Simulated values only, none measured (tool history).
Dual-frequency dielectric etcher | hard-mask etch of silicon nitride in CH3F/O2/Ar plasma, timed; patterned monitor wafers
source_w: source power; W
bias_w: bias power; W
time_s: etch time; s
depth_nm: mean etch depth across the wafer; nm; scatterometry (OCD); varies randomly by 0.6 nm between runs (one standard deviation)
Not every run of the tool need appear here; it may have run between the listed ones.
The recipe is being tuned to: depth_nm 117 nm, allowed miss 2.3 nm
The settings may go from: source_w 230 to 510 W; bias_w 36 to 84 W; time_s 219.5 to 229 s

Run 1, hour 0: source_w 370 W, bias_w 60 W, time_s 219.5 s. Result: depth_nm 138.94 nm.
Run 2, hour 6.8: source_w 370 W, bias_w 60 W, time_s 229 s. Result: depth_nm 145.34 nm.
Run 3, hour 12.2: source_w 370 W, bias_w 65 W, time_s 229 s. Result: depth_nm 149.78 nm.
Run 4, hour 15.8: source_w 360 W, bias_w 63 W, time_s 228.5 s. Result: depth_nm 145.18 nm.
Run 5, hour 17.5: source_w 350 W, bias_w 62 W, time_s 228 s. Result: depth_nm 140.91 nm.
Run 6, hour 24: source_w 340 W, bias_w 62 W, time_s 228 s. Result: depth_nm 139.85 nm.
Run 7, hour 26.1: source_w 330 W, bias_w 61 W, time_s 228 s. Result: depth_nm 135.21 nm.
Run 8, hour 27.7: source_w 260 W, bias_w 57 W, time_s 227.5 s. Result: depth_nm 112.89 nm.

4 next moves are on the table. One of them brings every result within its allowed miss. Which?
Run A, hour 29.3: source_w 250 W, bias_w 66 W, time_s 229 s. Result: depth_nm ?.
Run B, hour 29.3: source_w 240 W, bias_w 63 W, time_s 229 s. Result: depth_nm ?.
Run C, hour 29.3: source_w 250 W, bias_w 65 W, time_s 221 s. Result: depth_nm ?.
Run D, hour 29.3: source_w 280 W, bias_w 50 W, time_s 222.5 s. Result: depth_nm ?.

move  depth_nm
   A       117
   B     111.3
   C    112.25
   D    111.44
A: meets every target
B: the biggest miss grows against the last run
C: the biggest miss grows against the last run
D: the biggest miss grows against the last run
So the answer is move A, the one that meets all the targets.
